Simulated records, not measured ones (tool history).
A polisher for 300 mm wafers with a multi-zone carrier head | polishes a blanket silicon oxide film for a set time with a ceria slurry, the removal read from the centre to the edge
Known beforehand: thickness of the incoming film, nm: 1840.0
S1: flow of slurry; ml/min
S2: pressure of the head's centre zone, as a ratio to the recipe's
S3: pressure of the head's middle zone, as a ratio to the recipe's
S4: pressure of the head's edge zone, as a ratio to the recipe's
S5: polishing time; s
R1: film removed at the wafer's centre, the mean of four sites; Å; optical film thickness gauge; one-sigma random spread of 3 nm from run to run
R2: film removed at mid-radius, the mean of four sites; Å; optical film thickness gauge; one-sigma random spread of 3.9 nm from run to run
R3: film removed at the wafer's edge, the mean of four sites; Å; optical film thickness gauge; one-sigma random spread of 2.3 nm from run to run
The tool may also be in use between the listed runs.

run  hour   S1    S2    S3    S4  S5      R1      R2      R3
  1   0.0  280  1.00  1.00  1.00  56  4073.2  4328.3  4140.0
  2   5.0  280  1.00  0.99  0.97  51  3864.2  3898.9  3696.7
  3   8.0  230  1.00  0.99  0.97  51  3659.9  3768.7  3566.4
  4   9.2  230  0.95  0.99  0.97  51  3537.2  3659.0  3657.5
  5  10.6  170  0.95  0.99  0.97  51  3322.7  3580.0  3452.2
  6  15.1  210  0.95  0.99  0.97  51  3431.1  3762.5  3564.8
  7  21.8  205  0.95  0.98  0.95  48  3254.4  3440.2  3360.8
  8  24.8  235  0.99  1.04  0.86  34  2451.3  2614.4  2265.7
  9  32.7  260  0.99  1.03  0.88  34  2517.5  2650.8  2307.8

Run 10, settings as shown, results not yet in. Your forecast:
 10  34.2  275  0.99  1.02  0.91  34   ?   ?   ?

R1: 2490.5 Å
R2: 2674.3 Å
R3: 2352.2 Å
